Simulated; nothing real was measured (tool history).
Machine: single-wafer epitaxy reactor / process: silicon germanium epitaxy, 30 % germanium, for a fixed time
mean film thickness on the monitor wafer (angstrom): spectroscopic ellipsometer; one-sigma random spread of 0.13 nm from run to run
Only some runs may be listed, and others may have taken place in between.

| run | day | wafer temperature setpoint (pyrometer-controlled) (deg C) | chamber pressure (mTorr) | mean film thickness on the monitor wafer (angstrom) |
|---|---|---|---|---|
| 1 | 0 | 595 | 27500 | 662.11 |
| 2 | 0.054 | 604 | 27500 | 770.49 |
| 3 | 0.412 | 613 | 27500 | 894.21 |
| 4 | 0.592 | 609 | 27200 | 830.48 |
| 5 | 0.792 | 619 | 27200 | 968.37 |
| 6 | 0.838 | 619 | 30600 | 1007.1 |
| 7 | 1.029 | 607 | 27600 | 808.43 |
| 8 | 1.367 | 603 | 27300 | 760.34 |
| 9 | 1.488 | 600 | 27000 | 721.59 |
| 10 | 1.817 | 597 | 26700 | 683.9 |
| 11 | 2.108 | 594 | 26500 | 649.05 |
| 12 | 2.442 | 582 | 25200 | 525.44 |
| 13 | 2.633 | 582 | 25200 | 525.21 |

Run 14 has not been measured yet. What should we expect?
| 14 | 2.825 | 581 | 25100 | ? |

{"run 14": {"mean film thickness on the monitor wafer (angstrom)": 517.11}}

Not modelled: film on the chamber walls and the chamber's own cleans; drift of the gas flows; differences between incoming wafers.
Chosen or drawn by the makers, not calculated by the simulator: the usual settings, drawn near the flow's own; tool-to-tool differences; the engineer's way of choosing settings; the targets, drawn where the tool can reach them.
